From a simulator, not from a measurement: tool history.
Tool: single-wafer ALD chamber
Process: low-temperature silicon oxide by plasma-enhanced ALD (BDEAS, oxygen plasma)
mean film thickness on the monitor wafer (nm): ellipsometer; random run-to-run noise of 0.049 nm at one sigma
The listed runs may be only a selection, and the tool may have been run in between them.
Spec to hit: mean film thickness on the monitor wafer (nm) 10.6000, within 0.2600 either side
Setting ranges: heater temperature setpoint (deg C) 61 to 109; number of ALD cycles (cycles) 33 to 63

run	hour	heater temperature setpoint (deg C)	number of ALD cycles (cycles)	mean film thickness on the monitor wafer (nm)
1	0.0	85	48	8.2642
2	1.4	85	44	7.5345
3	10.2	83	46	8.0157
4	12.3	75	46	8.2727
5	21.2	75	40	7.1248
6	28.2	73	43	7.7661
7	32.7	71	45	8.2016
8	37.9	63	53	9.8722
9	40.7	63	54	10.0760
10	44.3	62	55	10.3010

Which of these 4 next moves meets every target?
A	47.9	67	57	?
B	47.9	62	52	?
C	47.9	63	53	?
D	47.9	61	52	?

move	mean film thickness on the monitor wafer (nm)
A	10.5430
B	9.7910
C	9.9441
D	9.8256
A: hits every target within its allowed miss
B: further off than the last run
C: further off than the last run
D: further off than the last run
Answer: A

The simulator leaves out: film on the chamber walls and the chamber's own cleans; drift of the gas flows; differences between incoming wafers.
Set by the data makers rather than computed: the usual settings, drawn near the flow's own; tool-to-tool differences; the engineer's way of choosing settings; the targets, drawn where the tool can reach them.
